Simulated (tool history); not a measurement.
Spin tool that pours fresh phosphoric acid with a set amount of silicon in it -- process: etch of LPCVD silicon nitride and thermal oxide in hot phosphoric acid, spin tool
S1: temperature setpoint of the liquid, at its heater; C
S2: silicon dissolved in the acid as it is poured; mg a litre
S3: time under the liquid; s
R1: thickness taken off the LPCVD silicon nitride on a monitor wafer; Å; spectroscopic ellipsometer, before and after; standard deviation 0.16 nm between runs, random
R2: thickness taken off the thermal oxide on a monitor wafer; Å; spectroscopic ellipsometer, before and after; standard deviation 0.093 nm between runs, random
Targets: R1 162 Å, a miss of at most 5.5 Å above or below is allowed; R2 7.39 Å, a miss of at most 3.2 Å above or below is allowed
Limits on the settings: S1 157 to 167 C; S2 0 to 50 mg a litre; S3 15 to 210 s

run	day	S1	S2	S3	R1	R2
1	0	162	28.5	105	76.675	1.4627
2	0.362	162	28.5	125	92.692	1.6505
3	0.688	160	28.5	125	87.066	1.5371
4	0.821	159	28.5	125	84.018	1.3437
5	0.862	161	21.5	140	99.67	2.8837
6	1.162	159	21.5	140	93.25	2.0166
7	1.362	161	20	155	111.7	3.0417
8	1.492	162.5	18	165	124.96	3.7152
9	1.738	163	15	175	133.59	3.9575
10	1.783	163.5	11	185	147.29	5.6398

Which of these 4 next moves meets every target?
A	1.829	163	34.5	185	?	?
B	1.829	164	6	175	?	?
C	1.829	164	0	205	?	?
D	1.829	164.5	6	190	?	?

move	R1	R2
A	138	2.466
B	134.93	5.9974
C	158.06	7.8858
D	148.93	6.7524
A: misses by more than the last run did
B: misses by more than the last run did
C: every result within its allowed miss
D: moves toward the targets from the last run without getting all of them in spec
C is the move that brings every result within its allowed miss.
